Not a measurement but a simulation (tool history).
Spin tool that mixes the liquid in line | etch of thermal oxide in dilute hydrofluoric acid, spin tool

run,hour,temperature setpoint of the liquid (C),parts of water to one part of 49 % hydrofluoric acid (parts by volume),time under the liquid (s),thickness taken off the thermal oxide on a monitor wafer (Å)
1,0.0,22,180,85,17.173
2,4.5,22,155,85,20.503
3,11.7,21,170,85,17.458
4,12.7,21,170,85,17.656
5,18.5,20,180,85,16.008
6,27.3,18,180,85,14.759

The next listed run, before its measurement:
7,32.3,18,190,85,?

{"run 7": {"thickness taken off the thermal oxide on a monitor wafer (Å)": 13.765}}
